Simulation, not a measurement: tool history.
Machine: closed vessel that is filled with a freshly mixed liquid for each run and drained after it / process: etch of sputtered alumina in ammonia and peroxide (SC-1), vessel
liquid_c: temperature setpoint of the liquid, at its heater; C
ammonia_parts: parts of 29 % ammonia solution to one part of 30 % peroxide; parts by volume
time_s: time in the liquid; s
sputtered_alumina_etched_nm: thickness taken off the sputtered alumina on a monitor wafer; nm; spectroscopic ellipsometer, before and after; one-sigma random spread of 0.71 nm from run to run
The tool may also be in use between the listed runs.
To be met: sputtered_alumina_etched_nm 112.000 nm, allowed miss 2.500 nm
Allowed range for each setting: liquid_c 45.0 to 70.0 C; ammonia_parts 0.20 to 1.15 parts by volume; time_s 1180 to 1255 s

| run | day | liquid_c | ammonia_parts | time_s | sputtered_alumina_etched_nm |
|---|---|---|---|---|---|
| 1 | 0.000 | 61.0 | 0.65 | 1180 | 75.353 |
| 2 | 0.092 | 61.0 | 0.75 | 1180 | 76.714 |
| 3 | 0.333 | 62.5 | 0.75 | 1180 | 81.902 |
| 4 | 0.521 | 64.0 | 0.75 | 1180 | 89.483 |
| 5 | 0.583 | 65.0 | 0.75 | 1180 | 93.483 |
| 6 | 0.704 | 66.0 | 0.75 | 1180 | 97.792 |
| 7 | 0.962 | 66.0 | 0.75 | 1180 | 97.314 |
| 8 | 1.125 | 66.5 | 0.75 | 1180 | 99.938 |
| 9 | 1.300 | 67.0 | 0.75 | 1180 | 101.850 |
| 10 | 1.321 | 67.5 | 0.75 | 1180 | 105.330 |
|  | 1.421 | new drum of ammonia solution connected |
| 11 | 1.421 | 68.0 | 0.75 | 1180 | 108.890 |

Of the 5 settings listed for the next run, only one would bring every result within its allowed miss of target. Which one?
| A | 1.521 | 66.0 | 0.80 | 1245 | ? |
| B | 1.521 | 68.5 | 0.70 | 1195 | ? |
| C | 1.521 | 66.0 | 0.65 | 1255 | ? |
| D | 1.521 | 66.0 | 1.05 | 1205 | ? |
| E | 1.521 | 68.5 | 0.85 | 1255 | ? |

| move | sputtered_alumina_etched_nm |
|---|---|
| A | 104.370 |
| B | 111.780 |
| C | 103.180 |
| D | 103.640 |
| E | 119.560 |
A: moves away from the targets compared with the last run
B: meets every target
C: moves away from the targets compared with the last run
D: moves away from the targets compared with the last run
E: the result that was furthest off in the last run now lies on the other side of its target
Answer: B

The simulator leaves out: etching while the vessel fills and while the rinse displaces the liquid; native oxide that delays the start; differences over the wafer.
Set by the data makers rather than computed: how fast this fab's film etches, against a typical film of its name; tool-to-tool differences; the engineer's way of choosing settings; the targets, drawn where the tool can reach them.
